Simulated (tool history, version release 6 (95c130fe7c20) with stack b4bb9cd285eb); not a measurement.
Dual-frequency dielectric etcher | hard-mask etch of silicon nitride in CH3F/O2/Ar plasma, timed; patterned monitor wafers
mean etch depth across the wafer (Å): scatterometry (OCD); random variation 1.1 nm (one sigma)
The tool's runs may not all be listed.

run  hour  source power (W)  bias power (W)  etch time (s)  mean etch depth across the wafer (Å)
  1     0               490              65          209.5                                1633.6
  2   4.1               520              66          209.5                                1697.4
  3   8.7               540              67          209.5                                1730.9
  4   9.9               560              67          209.5                                1737.9
  5  15.4               580              68          209.5                                  1776
  6  22.2               520              68          209.5                                1718.8
  7  27.2               540              69          209.5                                1745.4
  8  32.5               560              70          209.5                                1767.2
  9  33.9               570              71          209.5                                  1804

Forecast run 10:
 10  41.3               580              71          209.5                                     ?

{"run 10": {"mean etch depth across the wafer (Å)": 1812}}
